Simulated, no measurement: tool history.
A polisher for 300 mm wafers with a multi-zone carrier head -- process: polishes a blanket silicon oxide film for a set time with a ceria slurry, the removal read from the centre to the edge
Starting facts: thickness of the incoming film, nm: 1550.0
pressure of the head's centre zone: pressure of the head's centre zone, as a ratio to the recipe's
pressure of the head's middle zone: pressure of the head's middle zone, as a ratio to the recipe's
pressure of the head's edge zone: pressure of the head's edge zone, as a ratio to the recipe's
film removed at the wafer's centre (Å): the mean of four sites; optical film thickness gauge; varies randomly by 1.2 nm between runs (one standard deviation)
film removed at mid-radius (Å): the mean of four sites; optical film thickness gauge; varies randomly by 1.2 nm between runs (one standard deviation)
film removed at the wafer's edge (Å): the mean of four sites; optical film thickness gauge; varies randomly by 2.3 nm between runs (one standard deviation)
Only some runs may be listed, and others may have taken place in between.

run    day  flow of slurry (ml/min)  pressure of the head's centre zone  pressure of the head's middle zone  pressure of the head's edge zone  polishing time (s)  film removed at the wafer's centre (Å)  film removed at mid-radius (Å)  film removed at the wafer's edge (Å)
  1      0                      275                                   1                                   1                                 1                  36                                  1875.5                          1900.1                                1903.3
  2  0.367                      275                                1.06                                   1                                 1                  36                                  1949.1                          1870.4                                1865.8
  3  0.567                      270                                1.02                                0.99                              0.98                  35                                  1838.9                          1799.4                                1795.5
  4  0.938                      330                                1.02                                0.99                              0.98                  35                                  1893.4                          1840.7                                1835.5
  5   1.25                      330                                1.02                                0.99                              1.01                  35                                    1868                          1825.3                                1869.9
  6  1.425                      360                                1.02                                0.99                              1.01                  35                                  1874.5                          1868.6                                1952.2
  7  1.504                      285                                0.92                                 0.9                              0.92                  33                                    1596                          1614.4                                1659.7

What will run 8 give?
  8  1.558                      280                                 0.9                                0.89                              0.91                  33                                       ?                               ?                                     ?

film removed at the wafer's centre (Å): 1603.2
film removed at mid-radius (Å): 1628.5
film removed at the wafer's edge (Å): 1657.4

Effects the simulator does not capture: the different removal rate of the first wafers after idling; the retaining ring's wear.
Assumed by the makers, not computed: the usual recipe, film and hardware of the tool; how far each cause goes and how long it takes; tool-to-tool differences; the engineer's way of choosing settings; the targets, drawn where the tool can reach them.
